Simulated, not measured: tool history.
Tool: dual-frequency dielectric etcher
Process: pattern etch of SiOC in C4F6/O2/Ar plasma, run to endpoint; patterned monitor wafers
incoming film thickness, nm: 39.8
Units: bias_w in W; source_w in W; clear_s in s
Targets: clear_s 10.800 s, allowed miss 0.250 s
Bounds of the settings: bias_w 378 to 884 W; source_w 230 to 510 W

run,hour,bias_w,source_w,clear_s
1,0.0,631,370,12.734
2,5.2,683,380,12.161
3,10.7,720,390,11.680
4,13.5,743,390,11.536
5,17.7,743,370,11.610
6,25.0,743,330,12.237
7,26.9,775,340,11.742
8,29.3,799,340,11.596

5 next moves are on the table. One of them brings every result within its allowed miss. Which?
A,31.7,734,260,?
B,31.7,753,330,?
C,31.7,866,350,?
D,31.7,696,400,?
E,31.7,765,370,?

move,clear_s
A,12.973
B,11.997
C,10.914
D,11.890
E,11.516
A: further off than the last run
B: further off than the last run
C: meets every target
D: further off than the last run
E: nearer than the last run, and not there yet
Answer: C
